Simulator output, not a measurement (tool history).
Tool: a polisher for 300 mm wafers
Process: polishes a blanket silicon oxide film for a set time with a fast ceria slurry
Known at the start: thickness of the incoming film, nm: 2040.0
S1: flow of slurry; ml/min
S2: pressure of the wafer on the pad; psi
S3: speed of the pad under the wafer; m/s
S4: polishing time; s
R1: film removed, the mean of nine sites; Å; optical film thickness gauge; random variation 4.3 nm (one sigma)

run 1 hour=0 | S1=145 S2=2.8 S3=1.26 S4=49 | R1=8041.3
run 2 hour=4.9 | S1=145 S2=2.3 S3=1.26 S4=49 | R1=6715.3
run 3 hour=11.8 | S1=180 S2=2.3 S3=1.26 S4=49 | R1=6970.5
run 4 hour=15.2 | S1=175 S2=2.1 S3=1.24 S4=49 | R1=6247.7
run 5 hour=21 | S1=175 S2=2.1 S3=1.54 S4=49 | R1=7841.3
run 6 hour=24.9 | S1=170 S2=1.9 S3=1.46 S4=49 | R1=6609.7

Forecast run 7:
run 7 hour=28.4 | S1=170 S2=1.9 S3=1.46 S4=49 | R1=?

Run 7 gave R1 6687.9 Å.
